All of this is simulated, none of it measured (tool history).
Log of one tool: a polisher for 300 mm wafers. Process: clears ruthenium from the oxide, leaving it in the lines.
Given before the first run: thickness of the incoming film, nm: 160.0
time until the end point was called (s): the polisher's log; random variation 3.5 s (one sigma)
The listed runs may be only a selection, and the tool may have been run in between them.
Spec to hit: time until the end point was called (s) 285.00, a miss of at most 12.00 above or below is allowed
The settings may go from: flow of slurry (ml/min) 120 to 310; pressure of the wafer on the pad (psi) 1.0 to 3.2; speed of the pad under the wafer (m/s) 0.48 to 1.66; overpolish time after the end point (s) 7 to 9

run,hour,flow of slurry (ml/min),pressure of the wafer on the pad (psi),speed of the pad under the wafer (m/s),overpolish time after the end point (s),time until the end point was called (s)
1,0.0,200,2.1,1.06,9,147.92
2,6.3,200,2.0,1.04,9,157.90
3,7.3,200,1.6,1.04,9,195.92
4,14.8,200,1.6,1.20,9,171.03
5,19.5,200,1.6,1.20,9,171.36
6,22.9,155,1.6,1.20,9,178.87
7,30.1,145,1.0,0.98,9,346.42
8,35.3,150,1.0,0.98,9,331.18
9,42.8,155,1.0,0.98,9,335.32
# hour 49.5: worn pad replaced by a new one
10,49.5,160,1.0,0.98,9,304.99
11,50.5,170,1.0,0.98,9,302.50
12,51.3,180,1.0,0.98,9,303.52
13,53.6,190,1.0,0.98,9,296.49

Next run, 5 choices. One meets every target within its allowed miss, the rest don't. Which?
A,55.9,260,1.0,0.98,9,?
B,55.9,170,1.0,0.94,7,?
C,55.9,185,1.0,0.94,9,?
D,55.9,195,1.3,0.72,9,?
E,55.9,150,1.1,0.90,9,?

move,time until the end point was called (s)
A,289.98
B,320.21
C,315.73
D,315.76
E,312.56
A: meets every target
B: the biggest miss grows against the last run
C: the biggest miss grows against the last run
D: the biggest miss grows against the last run
E: the biggest miss grows against the last run
Answer: A

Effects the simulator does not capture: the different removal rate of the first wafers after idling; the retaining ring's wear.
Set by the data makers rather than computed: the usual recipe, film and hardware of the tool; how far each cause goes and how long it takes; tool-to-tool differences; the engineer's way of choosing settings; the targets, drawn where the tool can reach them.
